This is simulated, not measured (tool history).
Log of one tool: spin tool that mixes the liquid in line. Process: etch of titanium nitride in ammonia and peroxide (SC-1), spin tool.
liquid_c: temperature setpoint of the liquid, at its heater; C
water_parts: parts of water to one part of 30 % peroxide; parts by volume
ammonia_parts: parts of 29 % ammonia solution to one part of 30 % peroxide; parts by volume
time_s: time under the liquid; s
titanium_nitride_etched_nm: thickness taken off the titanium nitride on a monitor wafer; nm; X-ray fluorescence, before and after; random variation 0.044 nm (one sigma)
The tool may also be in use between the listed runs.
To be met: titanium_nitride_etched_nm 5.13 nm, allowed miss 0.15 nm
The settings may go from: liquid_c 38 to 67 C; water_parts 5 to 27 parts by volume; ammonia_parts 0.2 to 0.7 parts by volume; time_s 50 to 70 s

run	hour	liquid_c	water_parts	ammonia_parts	time_s	titanium_nitride_etched_nm
1	0	51	15	0.4	70	2.232
2	7.2	51	18.5	0.4	70	2.0093
3	12.9	51	18.5	0.4	70	1.9983
4	17.1	52.5	18.5	0.4	70	2.2233
5	24.7	52.5	18.5	0.4	50	1.6006
6	33.3	52.5	18.5	0.4	70	2.2174
7	35	54	18.5	0.4	70	2.4744
8	43	62	18.5	0.4	70	4.2498
9	47.7	62.5	18.5	0.4	70	4.2887
10	50.3	63	18.5	0.4	70	4.4208
11	55.2	63.5	18.5	0.4	70	4.621
12	57.5	64.5	18.5	0.4	70	4.9599

Which of these 4 next moves meets every target?
A	59.8	64.5	18	0.35	70	?
B	59.8	66.5	22	0.6	65	?
C	59.8	66.5	19.5	0.45	60	?
D	59.8	67	26.5	0.45	70	?

move	titanium_nitride_etched_nm
A	4.8679
B	5.0739
C	4.7493
D	4.8098
A: further off than the last run
B: meets every target
C: further off than the last run
D: further off than the last run
Move B is the one to make.
